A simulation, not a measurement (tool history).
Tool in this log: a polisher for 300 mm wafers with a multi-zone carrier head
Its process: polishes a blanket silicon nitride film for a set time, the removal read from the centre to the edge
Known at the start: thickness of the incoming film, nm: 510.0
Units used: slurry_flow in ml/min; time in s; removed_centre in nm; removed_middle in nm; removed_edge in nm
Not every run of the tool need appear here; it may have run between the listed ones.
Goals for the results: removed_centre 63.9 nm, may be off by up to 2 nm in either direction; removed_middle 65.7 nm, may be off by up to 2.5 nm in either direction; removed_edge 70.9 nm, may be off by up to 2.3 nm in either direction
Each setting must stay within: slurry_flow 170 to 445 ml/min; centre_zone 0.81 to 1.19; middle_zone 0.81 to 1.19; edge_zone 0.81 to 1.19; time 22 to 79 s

run    day  slurry_flow  centre_zone  middle_zone  edge_zone  time  removed_centre  removed_middle  removed_edge
  1      0          285            1            1          1    50           84.35          85.091        84.592
  2  0.154          285            1            1          1    59          100.65          102.37        99.779
  3  0.208          280         0.97         0.97       0.97    56           93.18          96.266        92.948
  4  0.558          280         0.92         0.97       0.97    56          87.509          93.733          93.2
  5  0.712          280         0.92         0.92       0.97    56          89.418          89.661        93.686
  6  0.908          280         0.92         0.92       0.97    64          100.42          103.99        105.89
  7  0.942          275          0.9         0.91       0.95    59          90.005          92.268        95.365
  8  1.092          265         0.88          0.9       0.93    56          84.307          88.418         89.88
  9  1.438          265         0.88          0.9       0.93    56          82.218          87.687        89.567
 10  1.483          265         0.87         0.88       0.92    53          77.528          81.242        84.719
 11  1.542          260         0.86         0.87       0.91    51          74.145          76.978        82.029
 12  1.629          255         0.85         0.86       0.89    50          70.456           75.13        78.105
 13  1.704          255         0.85         0.85       0.89    49          70.497          73.681        78.542
 14  1.808          255         0.85         0.84       0.88    48          68.628          70.057        75.791
 15  2.154          250         0.84         0.83       0.87    48          66.844          69.586         75.68
 16  2.496          250         0.84         0.83       0.86    48          67.334          68.606        73.808

Which of these 4 next moves meets every target?
  A  2.838          260         0.86         0.81        0.9    49               ?               ?             ?
  B  2.838          175         0.88         0.87       0.92    46               ?               ?             ?
  C  2.838          305         0.86         0.81       1.01    47               ?               ?             ?
  D  2.838          200         0.81         0.87       0.87    49               ?               ?             ?

move  removed_centre  removed_middle  removed_edge
   A          70.451          69.441        77.994
   B          63.053          64.848        70.497
   C          68.953          67.817        80.093
   D          63.545          70.863        74.556
A: its largest miss is bigger than the last run's
B: all results in spec
C: its largest miss is bigger than the last run's
D: gets the furthest-off result to its target, but another result is out of tolerance
The right move is B.
